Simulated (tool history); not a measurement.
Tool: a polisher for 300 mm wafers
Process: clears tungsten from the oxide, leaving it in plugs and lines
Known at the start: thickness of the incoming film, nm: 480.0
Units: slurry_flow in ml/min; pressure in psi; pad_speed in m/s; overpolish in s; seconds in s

run,day,slurry_flow,pressure,pad_speed,slurry_solids,overpolish,seconds
1,0.000,295,3.6,1.08,1.0,7,107.550
2,0.304,295,4.0,1.08,1.0,7,96.526
3,0.575,295,4.5,1.08,1.0,7,86.399
4,0.600,295,4.5,1.08,1.0,7,88.410
5,0.633,295,4.8,1.12,1.0,7,76.043
6,0.850,295,5.0,1.12,1.0,7,74.749
7,0.938,295,5.1,1.14,1.0,7,71.411
8,1.312,295,5.7,1.16,1.0,7,63.905

Forecast run 9:
9,1.338,295,5.7,1.18,1.0,7,?

Run 9 gave seconds 61.579 s.
